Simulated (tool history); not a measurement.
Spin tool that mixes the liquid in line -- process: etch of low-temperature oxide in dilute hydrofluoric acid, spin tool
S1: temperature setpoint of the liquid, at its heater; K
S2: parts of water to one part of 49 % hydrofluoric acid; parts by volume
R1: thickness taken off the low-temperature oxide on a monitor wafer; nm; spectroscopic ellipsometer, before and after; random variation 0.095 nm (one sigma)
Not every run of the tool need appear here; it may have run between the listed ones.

{"run": 1, "day": 0.0, "S1": 296.15, "S2": 175, "time under the liquid (s)": 40, "R1": 2.6427}
{"run": 2, "day": 0.121, "S1": 294.65, "S2": 175, "time under the liquid (s)": 40, "R1": 2.564}
{"run": 3, "day": 0.162, "S1": 294.65, "S2": 175, "time under the liquid (s)": 40, "R1": 2.539}
{"run": 4, "day": 0.25, "S1": 296.65, "S2": 145, "time under the liquid (s)": 40, "R1": 3.3981}
{"run": 5, "day": 0.596, "S1": 298.15, "S2": 120, "time under the liquid (s)": 40, "R1": 4.4563}
{"run": 6, "day": 0.917, "S1": 298.15, "S2": 175, "time under the liquid (s)": 40, "R1": 2.9048}

What does the tool deliver on the next run?
{"run": 7, "day": 1.167, "S1": 299.15, "S2": 145, "time under the liquid (s)": 40, "R1": "?"}

R1: 3.7496 nm

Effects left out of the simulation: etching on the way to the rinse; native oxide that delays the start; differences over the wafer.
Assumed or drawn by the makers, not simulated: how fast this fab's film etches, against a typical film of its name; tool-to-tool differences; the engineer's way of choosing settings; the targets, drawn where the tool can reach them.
